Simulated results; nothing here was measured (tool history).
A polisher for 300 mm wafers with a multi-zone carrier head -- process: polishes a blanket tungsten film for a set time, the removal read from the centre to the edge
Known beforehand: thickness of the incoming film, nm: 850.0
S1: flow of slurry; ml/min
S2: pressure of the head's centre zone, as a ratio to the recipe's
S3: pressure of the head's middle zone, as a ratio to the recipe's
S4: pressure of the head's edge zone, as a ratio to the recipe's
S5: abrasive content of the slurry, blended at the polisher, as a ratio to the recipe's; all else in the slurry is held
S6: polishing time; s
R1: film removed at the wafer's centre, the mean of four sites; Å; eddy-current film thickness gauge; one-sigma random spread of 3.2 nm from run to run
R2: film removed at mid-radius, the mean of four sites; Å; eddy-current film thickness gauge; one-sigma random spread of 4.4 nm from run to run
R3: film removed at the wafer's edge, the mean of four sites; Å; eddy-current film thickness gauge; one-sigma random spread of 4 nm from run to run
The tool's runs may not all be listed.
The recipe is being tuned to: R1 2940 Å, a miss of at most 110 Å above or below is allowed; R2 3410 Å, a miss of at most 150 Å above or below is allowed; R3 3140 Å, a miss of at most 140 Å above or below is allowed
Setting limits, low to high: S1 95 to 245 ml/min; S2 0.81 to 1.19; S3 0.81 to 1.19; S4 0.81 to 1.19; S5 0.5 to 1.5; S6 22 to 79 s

{"run": 1, "day": 0.0, "S1": 155, "S2": 1, "S3": 1, "S4": 1, "S5": 1, "S6": 50, "R1": 2664.9, "R2": 2544.7, "R3": 2675.8}
{"run": 2, "day": 0.292, "S1": 165, "S2": 0.99, "S3": 1.04, "S4": 1.02, "S5": 1.05, "S6": 50, "R1": 2668.5, "R2": 2785.5, "R3": 2714.5}
{"run": 3, "day": 0.529, "S1": 170, "S2": 0.99, "S3": 1.05, "S4": 1.04, "S5": 1.1, "S6": 50, "R1": 2770.5, "R2": 2812.9, "R3": 2821.6}
{"run": 4, "day": 0.808, "S1": 170, "S2": 0.99, "S3": 1.12, "S4": 1.04, "S5": 1.1, "S6": 50, "R1": 2699.7, "R2": 3043.8, "R3": 2833.5}
{"run": 5, "day": 1.15, "S1": 170, "S2": 0.99, "S3": 1.12, "S4": 1.04, "S5": 1.1, "S6": 41, "R1": 2249.5, "R2": 2525.9, "R3": 2285.1}
{"run": 6, "day": 1.45, "S1": 170, "S2": 0.99, "S3": 1.12, "S4": 1.11, "S5": 1.1, "S6": 41, "R1": 2257, "R2": 2500.3, "R3": 2454.5}
{"run": 7, "day": 1.517, "S1": 170, "S2": 0.99, "S3": 1.12, "S4": 1.11, "S5": 1.1, "S6": 41, "R1": 2269.7, "R2": 2374, "R3": 2320.3}
{"day": 1.683, "done": "slurry nozzle cleaned"}
{"run": 8, "day": 1.683, "S1": 175, "S2": 0.99, "S3": 1.13, "S4": 1.11, "S5": 1.15, "S6": 43, "R1": 2543.2, "R2": 2715, "R3": 2579.6}
{"run": 9, "day": 1.758, "S1": 220, "S2": 0.95, "S3": 1.17, "S4": 1.19, "S5": 1.3, "S6": 44, "R1": 2633.8, "R2": 3029, "R3": 2907.6}
{"run": 10, "day": 1.9, "S1": 220, "S2": 0.95, "S3": 1.17, "S4": 1.19, "S5": 1.35, "S6": 44, "R1": 2676.5, "R2": 3133.6, "R3": 2859.2}
{"run": 11, "day": 2.029, "S1": 220, "S2": 0.95, "S3": 1.16, "S4": 1.19, "S5": 1.35, "S6": 45, "R1": 2679.1, "R2": 3146.9, "R3": 3014.1}
{"run": 12, "day": 2.396, "S1": 220, "S2": 0.96, "S3": 1.16, "S4": 1.19, "S5": 1.35, "S6": 45, "R1": 2742.1, "R2": 3107.1, "R3": 2980.3}
{"run": 13, "day": 2.654, "S1": 220, "S2": 0.96, "S3": 1.17, "S4": 1.19, "S5": 1.4, "S6": 45, "R1": 2683.9, "R2": 3180.4, "R3": 2986.8}
{"run": 14, "day": 2.746, "S1": 225, "S2": 0.97, "S3": 1.17, "S4": 1.19, "S5": 1.4, "S6": 45, "R1": 2790.1, "R2": 3155.1, "R3": 3097.1}
{"run": 15, "day": 2.988, "S1": 225, "S2": 0.97, "S3": 1.17, "S4": 1.17, "S5": 1.4, "S6": 46, "R1": 2798.4, "R2": 3176.3, "R3": 3116.6}

Below are 5 possible settings for the next run. Only one of them brings all results inside the allowed miss of their targets. Which is it?
{"run": "A", "day": 3.229, "S1": 245, "S2": 0.84, "S3": 0.87, "S4": 1, "S5": 1.5, "S6": 53, "R1": "?", "R2": "?", "R3": "?"}
{"run": "B", "day": 3.229, "S1": 245, "S2": 0.81, "S3": 0.99, "S4": 1.05, "S5": 1.5, "S6": 49, "R1": "?", "R2": "?", "R3": "?"}
{"run": "C", "day": 3.229, "S1": 225, "S2": 0.88, "S3": 1.19, "S4": 1.19, "S5": 1.45, "S6": 46, "R1": "?", "R2": "?", "R3": "?"}
{"run": "D", "day": 3.229, "S1": 200, "S2": 0.95, "S3": 1.14, "S4": 1.09, "S5": 1.5, "S6": 49, "R1": "?", "R2": "?", "R3": "?"}
{"run": "E", "day": 3.229, "S1": 245, "S2": 0.84, "S3": 0.82, "S4": 1.02, "S5": 1.5, "S6": 53, "R1": "?", "R2": "?", "R3": "?"}

move=A R1=2914.3 R2=2998.9 R3=3332.9
move=B R1=2599.5 R2=3088.3 R3=3150.6
move=C R1=2610.8 R2=3335.9 R3=3100.4
move=D R1=2977.6 R2=3400 R3=3148.4
move=E R1=2913.3 R2=2856.7 R3=3367.3
A: misses by more than the last run did
B: misses by more than the last run did
C: the furthest-off result lands on target, but another misses its tolerance
D: every result within its allowed miss
E: misses by more than the last run did
Go with D: it meets all targets.
